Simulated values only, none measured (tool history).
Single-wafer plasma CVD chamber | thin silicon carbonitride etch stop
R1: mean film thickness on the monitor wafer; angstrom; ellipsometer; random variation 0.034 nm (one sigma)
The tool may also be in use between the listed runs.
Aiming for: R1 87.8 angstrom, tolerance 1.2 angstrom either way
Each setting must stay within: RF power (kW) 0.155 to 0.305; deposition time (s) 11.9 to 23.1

run 1 hour=0 | RF_power_(kW)=0.23 deposition_time_(s)=17.5 | R1=103
run 2 hour=5.4 | RF_power_(kW)=0.215 deposition_time_(s)=17.2 | R1=98.974
run 3 hour=6.1 | RF_power_(kW)=0.205 deposition_time_(s)=17 | R1=95.555
run 4 hour=12.2 | RF_power_(kW)=0.195 deposition_time_(s)=17 | R1=93.666
run 5 hour=17.8 | RF_power_(kW)=0.19 deposition_time_(s)=17 | R1=93.108
run 6 hour=18.6 | RF_power_(kW)=0.19 deposition_time_(s)=15.3 | R1=83.448
run 7 hour=20.3 | RF_power_(kW)=0.195 deposition_time_(s)=15.3 | R1=84.549
run 8 hour=22.9 | RF_power_(kW)=0.2 deposition_time_(s)=15.3 | R1=85.671
run 9 hour=26.7 | RF_power_(kW)=0.205 deposition_time_(s)=15.3 | R1=86.47

Exactly one of the 5 candidate moves below puts every result within its allowed miss. Which one?
run A hour=30.5 | RF_power_(kW)=0.2 deposition_time_(s)=15.3 | R1=?
run B hour=30.5 | RF_power_(kW)=0.185 deposition_time_(s)=15.7 | R1=?
run C hour=30.5 | RF_power_(kW)=0.205 deposition_time_(s)=16 | R1=?
run D hour=30.5 | RF_power_(kW)=0.16 deposition_time_(s)=16.1 | R1=?
run E hour=30.5 | RF_power_(kW)=0.215 deposition_time_(s)=15.3 | R1=?

move=A R1=84.913
move=B R1=84.559
move=C R1=89.633
move=D R1=81.845
move=E R1=87.259
A: its largest miss is bigger than the last run's
B: its largest miss is bigger than the last run's
C: takes the result that was furthest off past its target
D: its largest miss is bigger than the last run's
E: each result inside its tolerance
Go with E: it meets all targets.

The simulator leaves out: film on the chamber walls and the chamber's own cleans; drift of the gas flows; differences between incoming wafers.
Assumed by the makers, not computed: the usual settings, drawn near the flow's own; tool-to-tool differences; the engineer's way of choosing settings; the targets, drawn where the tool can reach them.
